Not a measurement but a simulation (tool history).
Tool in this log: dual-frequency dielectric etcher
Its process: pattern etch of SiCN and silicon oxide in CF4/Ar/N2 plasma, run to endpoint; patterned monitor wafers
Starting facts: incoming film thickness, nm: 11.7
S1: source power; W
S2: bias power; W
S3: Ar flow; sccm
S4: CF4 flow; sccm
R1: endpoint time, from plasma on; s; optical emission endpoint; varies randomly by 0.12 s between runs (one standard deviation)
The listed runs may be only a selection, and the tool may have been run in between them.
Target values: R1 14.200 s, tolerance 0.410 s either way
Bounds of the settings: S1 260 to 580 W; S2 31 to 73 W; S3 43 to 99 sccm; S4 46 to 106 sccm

| run | hour | S1 | S2 | S3 | S4 | R1 |
|---|---|---|---|---|---|---|
| 1 | 0.0 | 420 | 52 | 71 | 76 | 16.924 |
| 2 | 6.5 | 430 | 52 | 71 | 76 | 16.560 |
| 3 | 11.9 | 440 | 52 | 71 | 76 | 16.649 |
| 4 | 20.5 | 440 | 52 | 71 | 65 | 16.850 |
| 5 | 27.5 | 440 | 52 | 71 | 75 | 16.248 |
| 6 | 34.1 | 440 | 52 | 71 | 62 | 16.923 |
| 7 | 41.4 | 450 | 52 | 71 | 62 | 16.931 |
| 8 | 45.0 | 460 | 52 | 71 | 62 | 16.449 |
| 9 | 50.8 | 460 | 52 | 71 | 62 | 16.559 |
| 10 | 53.8 | 470 | 52 | 71 | 62 | 16.192 |
| 11 | 62.4 | 480 | 52 | 71 | 62 | 16.161 |
| 12 | 67.1 | 490 | 52 | 71 | 62 | 15.907 |
| 13 | 75.3 | 500 | 52 | 71 | 62 | 15.718 |

5 candidate next runs follow, results not yet known. Just one meets every target within its allowed miss. Identify it.
| A | 83.5 | 510 | 50 | 76 | 77 | ? |
| B | 83.5 | 500 | 60 | 71 | 58 | ? |
| C | 83.5 | 540 | 59 | 70 | 64 | ? |
| D | 83.5 | 410 | 45 | 73 | 55 | ? |
| E | 83.5 | 510 | 55 | 92 | 64 | ? |

| move | R1 |
|---|---|
| A | 15.005 |
| B | 15.098 |
| C | 14.128 |
| D | 18.908 |
| E | 15.405 |
A: moves toward the targets from the last run without getting all of them in spec
B: moves toward the targets from the last run without getting all of them in spec
C: all results in spec
D: the biggest miss grows against the last run
E: moves toward the targets from the last run without getting all of them in spec
Go with C: it meets all targets.
